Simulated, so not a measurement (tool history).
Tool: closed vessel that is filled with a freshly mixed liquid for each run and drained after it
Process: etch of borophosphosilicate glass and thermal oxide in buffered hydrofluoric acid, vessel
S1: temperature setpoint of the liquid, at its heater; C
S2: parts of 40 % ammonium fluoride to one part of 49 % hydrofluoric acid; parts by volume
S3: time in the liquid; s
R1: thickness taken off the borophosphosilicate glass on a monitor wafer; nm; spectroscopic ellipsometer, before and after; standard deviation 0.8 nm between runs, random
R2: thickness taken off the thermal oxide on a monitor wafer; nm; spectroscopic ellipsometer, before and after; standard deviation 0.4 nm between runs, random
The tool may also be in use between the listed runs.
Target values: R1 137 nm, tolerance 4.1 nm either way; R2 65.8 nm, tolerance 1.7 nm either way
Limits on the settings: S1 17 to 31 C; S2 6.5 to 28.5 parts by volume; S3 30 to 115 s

run,hour,S1,S2,S3,R1,R2
1,0,23,17.5,60,72.761,34.438
2,1.4,23,12.5,60,101.15,48.44
3,9.2,23.5,12.5,60,103.22,49.263
4,11.3,20,12.5,60,85.159,40.805
5,19.3,22.5,12.5,60,96.876,46.421
6,22.8,22.5,12.5,70,115.36,55.132
7,30.4,23,12.5,70,117,55.867
8,37.7,23.5,12.5,70,120.34,57.649
9,40.1,24,12.5,70,123.3,58.589

Which one of the following 4 next-run settings gets every result inside its allowed miss? There is exactly one.
A,42.5,22.5,9.5,70,?,?
B,42.5,31,23.5,95,?,?
C,42.5,31,21,95,?,?
D,42.5,26,13.5,80,?,?

move,R1,R2
A,148.31,70.148
B,138.56,66.094
C,149.65,71.366
D,147.49,70.068
A: the result that was furthest off in the last run now lies on the other side of its target
B: all results land within tolerance of their targets
C: the result that was furthest off in the last run now lies on the other side of its target
D: the result that was furthest off in the last run now lies on the other side of its target
B meets every target.

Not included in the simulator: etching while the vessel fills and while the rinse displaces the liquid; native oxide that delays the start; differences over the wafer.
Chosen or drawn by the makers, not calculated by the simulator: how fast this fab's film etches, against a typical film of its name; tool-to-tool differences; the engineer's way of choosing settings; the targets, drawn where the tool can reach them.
